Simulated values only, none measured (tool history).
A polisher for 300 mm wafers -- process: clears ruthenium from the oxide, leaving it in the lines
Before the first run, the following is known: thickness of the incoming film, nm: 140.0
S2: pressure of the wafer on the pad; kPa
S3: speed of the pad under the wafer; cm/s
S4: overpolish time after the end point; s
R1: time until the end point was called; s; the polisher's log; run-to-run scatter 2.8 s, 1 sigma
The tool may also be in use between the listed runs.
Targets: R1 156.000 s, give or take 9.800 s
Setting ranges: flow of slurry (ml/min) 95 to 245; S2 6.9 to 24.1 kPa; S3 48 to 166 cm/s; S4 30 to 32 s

run 1 hour=0.0 | flow_of_slurry_(ml/min)=155 S2=15.2 S3=106 S4=30 | R1=90.740
run 2 hour=8.1 | flow_of_slurry_(ml/min)=155 S2=15.2 S3=132 S4=30 | R1=75.968
run 3 hour=12.6 | flow_of_slurry_(ml/min)=155 S2=13.1 S3=126 S4=30 | R1=91.580
run 4 hour=14.0 | flow_of_slurry_(ml/min)=155 S2=11.7 S3=122 S4=30 | R1=103.170
run 5 hour=22.5 | flow_of_slurry_(ml/min)=155 S2=11.7 S3=144 S4=30 | R1=89.856
run 6 hour=30.8 | flow_of_slurry_(ml/min)=190 S2=11.7 S3=144 S4=30 | R1=86.777
run 7 hour=36.6 | flow_of_slurry_(ml/min)=190 S2=10.3 S3=134 S4=30 | R1=105.900
run 8 hour=37.5 | flow_of_slurry_(ml/min)=190 S2=9.7 S3=130 S4=30 | R1=116.370
run 9 hour=39.2 | flow_of_slurry_(ml/min)=190 S2=9.0 S3=128 S4=30 | R1=123.280
run 10 hour=40.5 | flow_of_slurry_(ml/min)=190 S2=8.3 S3=126 S4=30 | R1=136.880

Which one of the following 4 next-run settings gets every result inside its allowed miss? There is exactly one.
run A hour=41.8 | flow_of_slurry_(ml/min)=155 S2=6.9 S3=134 S4=32 | R1=?
run B hour=41.8 | flow_of_slurry_(ml/min)=190 S2=8.3 S3=128 S4=32 | R1=?
run C hour=41.8 | flow_of_slurry_(ml/min)=245 S2=9.0 S3=124 S4=30 | R1=?
run D hour=41.8 | flow_of_slurry_(ml/min)=190 S2=10.3 S3=108 S4=30 | R1=?

move=A R1=155.970
move=B R1=132.800
move=C R1=122.850
move=D R1=126.700
A: each result inside its tolerance
B: lands further from the targets than the last run did
C: lands further from the targets than the last run did
D: lands further from the targets than the last run did
Move A is the one to make.
